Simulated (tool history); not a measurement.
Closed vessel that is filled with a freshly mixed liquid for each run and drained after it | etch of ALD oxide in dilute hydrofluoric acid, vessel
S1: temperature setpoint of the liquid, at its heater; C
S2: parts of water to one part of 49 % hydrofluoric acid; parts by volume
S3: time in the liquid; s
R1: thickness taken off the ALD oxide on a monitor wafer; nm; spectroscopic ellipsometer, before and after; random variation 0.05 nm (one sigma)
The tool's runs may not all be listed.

run 1 hour=0.0 | S1=24.0 S2=95 S3=30 | R1=3.6537
run 2 hour=2.7 | S1=24.0 S2=110 S3=30 | R1=3.0770
run 3 hour=10.5 | S1=25.5 S2=110 S3=30 | R1=3.3546
run 4 hour=11.9 | S1=27.0 S2=105 S3=30 | R1=3.6985
run 5 hour=19.2 | S1=24.0 S2=105 S3=30 | R1=3.2967
run 6 hour=22.3 | S1=26.0 S2=100 S3=30 | R1=3.7209
run 7 hour=25.3 | S1=27.5 S2=95 S3=30 | R1=4.2656
run 8 hour=34.1 | S1=28.5 S2=90 S3=30 | R1=4.6203
run 9 hour=40.5 | S1=29.5 S2=85 S3=30 | R1=5.2206
run 10 hour=41.7 | S1=30.0 S2=85 S3=30 | R1=5.3135
run 11 hour=47.7 | S1=30.5 S2=85 S3=30 | R1=5.2981

The next listed run, before its measurement:
run 12 hour=49.9 | S1=31.0 S2=85 S3=30 | R1=?

R1: 5.4447 nm

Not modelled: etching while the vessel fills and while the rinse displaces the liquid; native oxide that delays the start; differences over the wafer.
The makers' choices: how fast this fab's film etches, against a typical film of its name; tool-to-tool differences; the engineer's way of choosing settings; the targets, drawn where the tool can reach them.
